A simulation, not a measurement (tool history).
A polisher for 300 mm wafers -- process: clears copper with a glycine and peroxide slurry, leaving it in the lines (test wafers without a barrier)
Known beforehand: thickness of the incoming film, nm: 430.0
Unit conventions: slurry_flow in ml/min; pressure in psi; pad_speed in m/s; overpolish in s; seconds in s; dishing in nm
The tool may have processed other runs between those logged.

run  hour  slurry_flow  pressure  pad_speed  overpolish  seconds  dishing
  1   0.0          155       2.8       1.10          18   93.109   22.092
  2   2.7          155       3.2       1.10          18   88.748   22.566
  3   6.8          150       2.9       1.08          16   92.578   22.312
  4  10.0          165       2.6       1.04          14  101.430   20.835
  5  12.3          145       2.6       1.04          14  104.710   21.270
  6  14.6          150       2.4       1.04          13  109.010   19.997
  7  16.6          150       2.3       1.04          13  114.230   19.622
  8  21.8          150       2.2       1.04          13  122.320   19.144
  9  29.1          150       2.2       1.04          13  124.180   19.524
 10  30.5          145       2.0       1.04           5  127.130   10.777
 11  34.4          145       2.1       0.98           6  130.760   12.152
 12  40.4          150       2.1       0.96           7  130.420   13.100

Predict the results of run 13:
 13  48.9          150       2.1       0.94           8        ?        ?

seconds: 133.330 s
dishing: 14.556 nm

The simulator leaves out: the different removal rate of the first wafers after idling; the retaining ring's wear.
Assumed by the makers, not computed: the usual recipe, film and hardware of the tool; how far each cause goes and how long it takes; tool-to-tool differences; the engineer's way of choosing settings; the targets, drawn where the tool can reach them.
